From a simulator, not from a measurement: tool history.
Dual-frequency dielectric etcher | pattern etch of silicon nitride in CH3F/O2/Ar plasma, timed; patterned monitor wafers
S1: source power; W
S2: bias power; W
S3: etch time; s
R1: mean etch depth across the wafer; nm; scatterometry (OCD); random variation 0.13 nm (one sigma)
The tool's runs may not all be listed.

| run | hour | S1 | S2 | S3 | R1 |
|---|---|---|---|---|---|
| 1 | 0 | 330 | 94 | 44.5 | 30.724 |
| 2 | 8.6 | 340 | 95 | 44.5 | 30.87 |
| 3 | 14.6 | 350 | 96 | 44.5 | 31.355 |
| 4 | 17.3 | 330 | 96 | 44.5 | 30.649 |
| 5 | 19.5 | 330 | 110 | 44.5 | 32.35 |
| 6 | 21.6 | 330 | 110 | 41 | 29.64 |
| 7 | 25.8 | 340 | 111 | 41 | 30.151 |
| 8 | 28.8 | 350 | 113 | 41 | 30.622 |

The next listed run, before its measurement:
| 9 | 31.4 | 360 | 115 | 41 | ? |

{"run 9": {"R1": 31.146}}
